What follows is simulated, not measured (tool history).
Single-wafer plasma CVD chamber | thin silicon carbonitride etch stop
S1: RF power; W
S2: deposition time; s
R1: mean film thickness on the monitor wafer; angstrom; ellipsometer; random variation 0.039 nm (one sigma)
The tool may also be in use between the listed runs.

{"run": 1, "hour": 0.0, "S1": 200, "S2": 18.8, "R1": 100.65}
{"run": 2, "hour": 8.7, "S1": 200, "S2": 19.8, "R1": 105.33}
{"run": 3, "hour": 10.8, "S1": 200, "S2": 21.0, "R1": 113.08}
{"run": 4, "hour": 11.5, "S1": 200, "S2": 23.7, "R1": 127.32}
{"run": 5, "hour": 18.5, "S1": 185, "S2": 21.2, "R1": 110.24}
{"run": 6, "hour": 22.5, "S1": 175, "S2": 19.5, "R1": 100.01}

Forecast run 7:
{"run": 7, "hour": 23.2, "S1": 175, "S2": 19.5, "R1": "?"}

{"run 7": {"R1": 98.956}}

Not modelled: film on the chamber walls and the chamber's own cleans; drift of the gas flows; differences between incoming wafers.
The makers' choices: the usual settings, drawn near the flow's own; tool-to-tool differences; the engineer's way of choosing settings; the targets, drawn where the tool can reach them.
